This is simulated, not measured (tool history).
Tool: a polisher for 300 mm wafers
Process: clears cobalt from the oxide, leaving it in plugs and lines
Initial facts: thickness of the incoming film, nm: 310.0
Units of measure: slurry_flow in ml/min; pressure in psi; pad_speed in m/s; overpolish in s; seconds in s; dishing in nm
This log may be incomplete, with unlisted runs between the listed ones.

| run | hour | slurry_flow | pressure | pad_speed | overpolish | seconds | dishing |
|---|---|---|---|---|---|---|---|
| 1 | 0.0 | 145 | 1.7 | 1.20 | 28 | 69.629 | 72.150 |
| 2 | 4.1 | 120 | 1.7 | 1.20 | 28 | 70.421 | 72.262 |
| 3 | 12.5 | 135 | 1.6 | 1.12 | 25 | 77.370 | 63.221 |
| 4 | 19.1 | 135 | 1.6 | 1.12 | 17 | 78.848 | 48.429 |
| 5 | 25.4 | 150 | 1.5 | 1.04 | 16 | 88.850 | 42.664 |
| 6 | 27.8 | 150 | 1.3 | 1.04 | 16 | 100.630 | 36.199 |
| 7 | 35.3 | 160 | 1.2 | 1.02 | 15 | 109.050 | 33.198 |
| 8 | 39.6 | 200 | 0.8 | 0.76 | 8 | 204.460 | 10.965 |
| 9 | 46.9 | 200 | 0.9 | 0.76 | 8 | 188.840 | 12.160 |

Run 10, settings as shown, results not yet in. Your forecast:
| 10 | 53.9 | 200 | 0.9 | 0.76 | 8 | ? | ? |

seconds: 183.520 s
dishing: 11.978 nm

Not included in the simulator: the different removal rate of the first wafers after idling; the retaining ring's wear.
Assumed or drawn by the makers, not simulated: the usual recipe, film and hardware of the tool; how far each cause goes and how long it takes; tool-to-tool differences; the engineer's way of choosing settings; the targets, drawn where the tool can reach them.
